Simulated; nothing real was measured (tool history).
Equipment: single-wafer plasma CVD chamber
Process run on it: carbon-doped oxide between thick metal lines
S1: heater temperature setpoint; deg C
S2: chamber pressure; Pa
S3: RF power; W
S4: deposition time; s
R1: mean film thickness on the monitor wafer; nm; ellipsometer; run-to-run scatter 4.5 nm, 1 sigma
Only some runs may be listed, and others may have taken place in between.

Run 1, day 0: S1 340 deg C, S2 560 Pa, S3 495 W, S4 225 s. Result: R1 1110.4 nm.
Run 2, day 0.183: S1 340 deg C, S2 560 Pa, S3 460 W, S4 225 s. Result: R1 1042.3 nm.
Run 3, day 0.504: S1 339 deg C, S2 565 Pa, S3 460 W, S4 225 s. Result: R1 1049.1 nm.
Run 4, day 0.842: S1 338 deg C, S2 571 Pa, S3 460 W, S4 225 s. Result: R1 1053.9 nm.
Run 5, day 0.879: S1 338 deg C, S2 571 Pa, S3 410 W, S4 225 s. Result: R1 949.67 nm.
Run 6, day 1.217: S1 336 deg C, S2 603 Pa, S3 415 W, S4 225 s. Result: R1 978.97 nm.
At day 1.55: RF generator calibrated.
Run 7, day 1.55: S1 334 deg C, S2 628 Pa, S3 420 W, S4 225 s. Result: R1 1025.6 nm.

Estimate the outcome of run 8 from the log above:
Run 8, day 1.675: S1 333 deg C, S2 631 Pa, S3 420 W, S4 225 s. Result: R1 ?.

Run 8 gave R1 1024.5 nm.
